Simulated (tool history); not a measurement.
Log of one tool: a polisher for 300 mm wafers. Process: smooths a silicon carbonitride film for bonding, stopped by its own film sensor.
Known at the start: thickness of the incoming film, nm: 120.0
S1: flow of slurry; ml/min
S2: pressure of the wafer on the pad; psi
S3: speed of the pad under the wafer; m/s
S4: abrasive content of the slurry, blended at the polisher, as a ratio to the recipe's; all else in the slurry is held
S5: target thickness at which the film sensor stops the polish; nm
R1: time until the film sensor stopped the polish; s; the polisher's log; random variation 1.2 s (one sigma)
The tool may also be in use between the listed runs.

run  hour   S1   S2    S3   S4  S5       R1
  1   0.0  220  2.7  1.06  1.0  84   98.027
  2   1.4  220  3.0  1.06  1.0  84   87.949
  3   9.2  215  2.7  1.06  1.0  84   97.912
  4  12.0  240  2.7  1.06  1.0  84   96.078
  5  18.5  240  2.7  1.06  1.0  83   97.419
  6  20.4  240  2.7  1.28  1.0  83   85.481
  7  27.1  225  2.4  1.28  1.0  83   94.178
  8  30.6  220  2.1  1.28  1.0  83  107.850
  9  35.3  210  2.0  1.28  1.0  83  114.470

Forecast run 10:
 10  37.2  200  1.9  1.28  1.0  83   ?

Run 10 gave R1 119.600 s.
